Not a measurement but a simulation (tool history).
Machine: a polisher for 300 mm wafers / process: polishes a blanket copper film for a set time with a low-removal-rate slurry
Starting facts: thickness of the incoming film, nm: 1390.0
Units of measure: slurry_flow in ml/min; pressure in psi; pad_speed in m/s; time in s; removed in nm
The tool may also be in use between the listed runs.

run	hour	slurry_flow	pressure	pad_speed	slurry_solids	time	removed
1	0.0	215	3.5	1.00	1.0	51	158.07
2	7.2	215	3.4	1.00	1.0	51	154.84
3	15.3	215	3.3	1.00	1.0	51	146.35
4	21.9	215	3.3	1.00	1.0	51	146.37
5	28.8	215	4.0	1.00	1.0	51	177.14
6	36.0	170	4.0	1.00	1.0	51	174.09
7	39.1	170	3.8	1.00	1.0	51	166.79
8	45.4	170	3.8	1.00	1.0	51	166.11
9	53.7	170	3.6	1.00	1.0	51	158.06

Run 10 is up next; what results do you expect?
10	56.2	170	3.4	1.00	1.0	51	?

removed: 147.44 nm
